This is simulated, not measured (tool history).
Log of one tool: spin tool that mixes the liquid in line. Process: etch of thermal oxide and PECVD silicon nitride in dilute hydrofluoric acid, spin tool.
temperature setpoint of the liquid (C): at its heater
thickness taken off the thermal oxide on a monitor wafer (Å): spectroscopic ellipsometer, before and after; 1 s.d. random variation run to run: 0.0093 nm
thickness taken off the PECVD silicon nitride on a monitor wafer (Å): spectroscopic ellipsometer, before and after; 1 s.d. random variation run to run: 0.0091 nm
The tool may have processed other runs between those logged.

run,hour,temperature setpoint of the liquid (C),parts of water to one part of 49 % hydrofluoric acid (parts by volume),time under the liquid (s),thickness taken off the thermal oxide on a monitor wafer (Å),thickness taken off the PECVD silicon nitride on a monitor wafer (Å)
1,0,23,170,180,41.461,17.379
2,8,23,120,180,61.048,24.007
3,11.7,26.5,120,180,68.561,31.238
4,13.9,26.5,120,255,100.03,44.649
5,21.8,26.5,120,310,123.01,52.571
6,24.5,28,120,310,127.77,58.121
7,32.8,25.5,190,220,47.723,22.935
8,34.8,24.5,225,180,31.106,14.214
9,41.7,25,250,135,20.807,10.102
10,44.8,25,265,110,15.826,7.7237
11,49,25.5,275,95,12.915,6.7811
12,54.2,25.5,285,90,11.695,6.4625
13,61.1,25,290,90,11.518,5.8671

Forecast run 14:
14,64.2,25,295,85,?,?

{"run 14": {"thickness taken off the thermal oxide on a monitor wafer (Å)": 10.574, "thickness taken off the PECVD silicon nitride on a monitor wafer (Å)": 5.5944}}

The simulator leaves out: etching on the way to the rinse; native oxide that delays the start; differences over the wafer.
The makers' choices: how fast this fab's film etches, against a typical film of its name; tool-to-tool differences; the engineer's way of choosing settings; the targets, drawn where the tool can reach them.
